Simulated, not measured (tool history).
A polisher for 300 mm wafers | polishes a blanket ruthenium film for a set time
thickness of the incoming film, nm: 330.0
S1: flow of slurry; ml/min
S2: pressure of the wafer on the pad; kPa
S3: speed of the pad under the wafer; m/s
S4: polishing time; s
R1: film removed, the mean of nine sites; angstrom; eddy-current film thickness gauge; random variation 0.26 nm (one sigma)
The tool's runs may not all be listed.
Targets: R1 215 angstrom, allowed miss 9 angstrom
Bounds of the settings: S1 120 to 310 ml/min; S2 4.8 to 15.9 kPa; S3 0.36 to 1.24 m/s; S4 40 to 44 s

run  hour   S1    S2    S3  S4      R1
  1     0  200  10.3   0.8  44  321.85
  2   2.8  200  10.3  0.66  44  266.37
  3   7.9  225  10.3  0.66  44  279.59
  4    10  210   9.7  0.66  44  255.11
  5  14.8  200     9  0.66  44  240.64
  6  16.1  195     9  0.66  44  239.61
  7  24.8  190     9  0.66  44  237.18
  8  26.6  185     9  0.66  44  236.81
  9    32  180     9  0.66  44  236.52

Which of these 4 next moves meets every target?
  A  37.4  145     9  0.64  43   ?
  B  37.4  170   9.7  0.66  44   ?
  C  37.4  195  11.7   0.6  44   ?
  D  37.4  175     9  0.54  44   ?

move      R1
   A  216.92
   B  250.19
   C  277.64
   D  196.49
A: meets every target
B: further off than the last run
C: further off than the last run
D: takes the result that was furthest off past its target
Move A is the one to make.

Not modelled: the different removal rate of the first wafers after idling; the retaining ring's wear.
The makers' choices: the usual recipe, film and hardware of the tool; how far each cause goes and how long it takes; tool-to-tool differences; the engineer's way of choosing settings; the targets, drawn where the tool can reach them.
